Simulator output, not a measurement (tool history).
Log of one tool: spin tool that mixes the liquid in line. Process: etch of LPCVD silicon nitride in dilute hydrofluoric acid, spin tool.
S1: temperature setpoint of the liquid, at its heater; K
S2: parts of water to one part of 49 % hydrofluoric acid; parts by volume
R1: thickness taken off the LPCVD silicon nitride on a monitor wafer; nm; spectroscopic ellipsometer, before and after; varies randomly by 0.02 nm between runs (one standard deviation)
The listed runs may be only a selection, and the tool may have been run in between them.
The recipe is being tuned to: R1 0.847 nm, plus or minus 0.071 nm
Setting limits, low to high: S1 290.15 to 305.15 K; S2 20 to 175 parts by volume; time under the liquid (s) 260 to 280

{"run": 1, "hour": 0.0, "S1": 297.15, "S2": 95, "time under the liquid (s)": 260, "R1": 1.252}
{"run": 2, "hour": 8.6, "S1": 297.15, "S2": 80, "time under the liquid (s)": 260, "R1": 1.5209}
{"run": 3, "hour": 9.1, "S1": 297.15, "S2": 110, "time under the liquid (s)": 260, "R1": 1.1386}
{"run": 4, "hour": 10.6, "S1": 296.65, "S2": 110, "time under the liquid (s)": 260, "R1": 1.0974}
{"run": 5, "hour": 13.1, "S1": 298.15, "S2": 110, "time under the liquid (s)": 260, "R1": 1.1737}
{"run": 6, "hour": 19.1, "S1": 297.65, "S2": 110, "time under the liquid (s)": 260, "R1": 1.1663}
{"run": 7, "hour": 25.7, "S1": 297.15, "S2": 110, "time under the liquid (s)": 260, "R1": 1.1073}
{"run": 8, "hour": 34.0, "S1": 296.65, "S2": 110, "time under the liquid (s)": 260, "R1": 1.1295}
{"run": 9, "hour": 36.8, "S1": 296.15, "S2": 115, "time under the liquid (s)": 260, "R1": 0.97369}
{"run": 10, "hour": 41.4, "S1": 295.15, "S2": 115, "time under the liquid (s)": 260, "R1": 0.91651}

5 candidate next runs follow, results not yet known. Just one meets every target within its allowed miss. Identify it.
{"run": "A", "hour": 46.0, "S1": 295.65, "S2": 105, "time under the liquid (s)": 280, "R1": "?"}
{"run": "B", "hour": 46.0, "S1": 295.65, "S2": 115, "time under the liquid (s)": 270, "R1": "?"}
{"run": "C", "hour": 46.0, "S1": 295.65, "S2": 110, "time under the liquid (s)": 280, "R1": "?"}
{"run": "D", "hour": 46.0, "S1": 296.15, "S2": 125, "time under the liquid (s)": 280, "R1": "?"}
{"run": "E", "hour": 46.0, "S1": 290.65, "S2": 90, "time under the liquid (s)": 260, "R1": "?"}

move=A R1=1.1557
move=B R1=1.019
move=C R1=1.104
move=D R1=1.0062
move=E R1=0.88717
A: lands further from the targets than the last run did
B: lands further from the targets than the last run did
C: lands further from the targets than the last run did
D: lands further from the targets than the last run did
E: hits every target within its allowed miss
The move that meets every target is E.
